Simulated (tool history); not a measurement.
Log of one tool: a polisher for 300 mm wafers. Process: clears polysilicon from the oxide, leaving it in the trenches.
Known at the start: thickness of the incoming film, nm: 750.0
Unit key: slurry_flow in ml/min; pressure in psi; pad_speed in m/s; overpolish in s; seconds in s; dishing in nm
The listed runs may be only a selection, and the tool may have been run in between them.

Run 1, day 0.000: slurry_flow 270 ml/min, pressure 2.1 psi, pad_speed 0.98 m/s, overpolish 9 s. Result: seconds 60.852 s, dishing 53.988 nm.
Run 2, day 0.150: slurry_flow 270 ml/min, pressure 2.1 psi, pad_speed 1.16 m/s, overpolish 9 s. Result: seconds 50.294 s, dishing 58.327 nm.
Run 3, day 0.350: slurry_flow 270 ml/min, pressure 2.1 psi, pad_speed 1.16 m/s, overpolish 7 s. Result: seconds 50.657 s, dishing 51.881 nm.
Run 4, day 0.621: slurry_flow 270 ml/min, pressure 1.9 psi, pad_speed 1.08 m/s, overpolish 8 s. Result: seconds 57.732 s, dishing 51.739 nm.
Run 5, day 0.871: slurry_flow 265 ml/min, pressure 1.7 psi, pad_speed 0.98 m/s, overpolish 9 s. Result: seconds 73.545 s, dishing 50.263 nm.
Run 6, day 1.171: slurry_flow 265 ml/min, pressure 1.7 psi, pad_speed 0.78 m/s, overpolish 9 s. Result: seconds 90.067 s, dishing 45.507 nm.
Run 7, day 1.254: slurry_flow 265 ml/min, pressure 1.6 psi, pad_speed 0.78 m/s, overpolish 10 s. Result: seconds 94.761 s, dishing 45.763 nm.
Run 8, day 1.333: slurry_flow 265 ml/min, pressure 1.5 psi, pad_speed 0.78 m/s, overpolish 11 s. Result: seconds 102.370 s, dishing 47.757 nm.

Run 9 has not been measured yet. What should we expect?
Run 9, day 1.429: slurry_flow 265 ml/min, pressure 1.4 psi, pad_speed 0.78 m/s, overpolish 12 s. Result: seconds ?, dishing ?.

seconds: 109.500 s
dishing: 45.743 nm

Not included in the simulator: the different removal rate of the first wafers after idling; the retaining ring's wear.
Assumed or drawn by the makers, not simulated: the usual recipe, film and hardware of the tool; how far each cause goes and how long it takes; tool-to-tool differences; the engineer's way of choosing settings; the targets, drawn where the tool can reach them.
